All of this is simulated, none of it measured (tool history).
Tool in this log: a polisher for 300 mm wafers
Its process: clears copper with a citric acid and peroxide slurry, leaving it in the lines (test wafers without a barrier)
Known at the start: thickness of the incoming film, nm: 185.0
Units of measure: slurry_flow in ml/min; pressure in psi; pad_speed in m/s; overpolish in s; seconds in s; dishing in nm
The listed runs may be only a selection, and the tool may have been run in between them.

run  hour  slurry_flow  pressure  pad_speed  slurry_solids  overpolish  seconds  dishing
  1     0          290       2.3       1.16              1          15   77.417   22.597
  2   7.7          355       2.3       1.16              1          15   76.082   23.036
  3     9          355       2.3       1.16              1          17   75.946   26.083
  4   9.7          355         2       1.14              1          13   88.474   17.126
  5  12.1          380         2       1.14              1          13   87.865   17.174
  6    13          380         2       1.42              1          13   73.962   20.304
  7  17.8          380       1.8       1.36              1          11   85.842   16.427
  8  21.3          400       1.6        1.3           1.05           9   97.752   11.052
  9  25.2          405       1.4        1.3            1.1           9   109.04   10.124
 10  33.2          405       1.3        1.3            1.1           8   117.65   8.4878

For run 11, what comes out?
 11  39.2          395       1.1        1.3            1.1           6        ?        ?

Run 11 gave seconds 138.83 s, dishing 5.1924 nm.

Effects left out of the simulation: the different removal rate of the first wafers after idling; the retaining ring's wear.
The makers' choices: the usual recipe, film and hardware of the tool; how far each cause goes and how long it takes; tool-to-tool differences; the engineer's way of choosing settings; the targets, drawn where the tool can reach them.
